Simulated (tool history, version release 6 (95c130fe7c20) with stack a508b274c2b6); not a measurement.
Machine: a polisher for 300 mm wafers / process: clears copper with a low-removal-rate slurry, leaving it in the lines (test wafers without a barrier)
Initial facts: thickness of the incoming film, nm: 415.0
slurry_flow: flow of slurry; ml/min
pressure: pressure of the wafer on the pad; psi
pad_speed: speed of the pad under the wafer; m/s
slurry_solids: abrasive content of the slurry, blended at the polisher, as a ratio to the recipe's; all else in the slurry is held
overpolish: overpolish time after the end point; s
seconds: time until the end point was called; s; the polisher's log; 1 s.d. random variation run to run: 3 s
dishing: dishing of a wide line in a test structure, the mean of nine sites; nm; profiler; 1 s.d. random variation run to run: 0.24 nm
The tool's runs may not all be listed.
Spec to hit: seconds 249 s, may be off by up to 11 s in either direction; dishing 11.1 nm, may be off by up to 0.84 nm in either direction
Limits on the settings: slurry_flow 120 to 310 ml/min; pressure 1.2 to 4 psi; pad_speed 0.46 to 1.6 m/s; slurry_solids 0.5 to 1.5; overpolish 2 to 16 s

run	day	slurry_flow	pressure	pad_speed	slurry_solids	overpolish	seconds	dishing
1	0	200	2.6	1.02	1	8	141.9	14.951
2	0.296	200	2.6	1.02	1	5	138.99	9.9736
3	0.5	200	2.6	1.02	1.1	5	136.64	10.045
4	0.696	200	2.6	1.2	1.1	5	117.39	11.643
5	1.067	195	2.3	1.16	1.1	6	137.51	11.804
6	1.438	190	2	1.12	1.1	7	161.96	12.14
7	1.558	190	1.8	1.1	1.1	7	183.42	10.713
8	1.792	185	1.2	1.06	1.1	10	278.15	10.062

Of the 4 settings listed for the next run, only one would bring every result within its allowed miss of target. Which one?
A	2.025	195	1.3	0.9	0.95	10	?	?
B	2.025	200	1.2	0.96	1.25	13	?	?
C	2.025	145	1.3	1.12	1.2	10	?	?
D	2.025	165	1.5	0.78	1.1	11	?	?

move	seconds	dishing
A	315.62	8.7843
B	299.66	11.82
C	247.97	11.054
D	310.23	9.8102
A: misses by more than the last run did
B: misses by more than the last run did
C: in spec on every target
D: misses by more than the last run did
The right move is C.
